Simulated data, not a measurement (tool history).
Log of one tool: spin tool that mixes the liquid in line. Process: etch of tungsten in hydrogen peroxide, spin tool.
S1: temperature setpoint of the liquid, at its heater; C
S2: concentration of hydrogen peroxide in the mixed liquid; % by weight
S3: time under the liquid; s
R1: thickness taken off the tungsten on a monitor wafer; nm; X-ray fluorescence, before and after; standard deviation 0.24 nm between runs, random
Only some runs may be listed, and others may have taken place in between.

| run | day | S1 | S2 | S3 | R1 |
|---|---|---|---|---|---|
| 1 | 0.000 | 43.0 | 17.5 | 55 | 87.311 |
| 2 | 0.025 | 39.0 | 17.5 | 55 | 67.407 |
| 3 | 0.217 | 37.5 | 17.5 | 55 | 61.522 |
| 4 | 0.392 | 36.5 | 17.5 | 55 | 56.862 |
| 5 | 0.746 | 39.5 | 17.5 | 55 | 69.775 |
| 6 | 1.025 | 37.5 | 17.5 | 55 | 61.210 |
| 7 | 1.246 | 36.5 | 17.5 | 55 | 57.275 |
| 8 | 1.608 | 35.5 | 17.5 | 55 | 53.507 |

Forecast run 9:
| 9 | 1.862 | 35.0 | 17.5 | 55 | ? |

Run 9 gave R1 51.497 nm.

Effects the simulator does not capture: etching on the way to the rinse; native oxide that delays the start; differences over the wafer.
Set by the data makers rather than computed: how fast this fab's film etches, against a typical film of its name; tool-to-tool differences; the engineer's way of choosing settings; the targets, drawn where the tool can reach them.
